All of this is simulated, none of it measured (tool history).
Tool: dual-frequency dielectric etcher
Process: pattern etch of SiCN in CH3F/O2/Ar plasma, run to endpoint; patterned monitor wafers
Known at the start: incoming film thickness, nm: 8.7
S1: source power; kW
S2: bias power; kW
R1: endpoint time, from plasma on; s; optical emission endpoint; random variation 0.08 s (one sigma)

run,hour,S1,S2,R1
1,0,0.52,0.101,16.633
2,0.6,0.51,0.101,16.717
3,6.3,0.57,0.101,16.13
4,8.5,0.54,0.101,16.514
5,13.5,0.52,0.1,16.719
6,17.6,0.61,0.1,15.988

Forecast run 7:
7,18.3,0.58,0.099,?

R1: 16.12 s
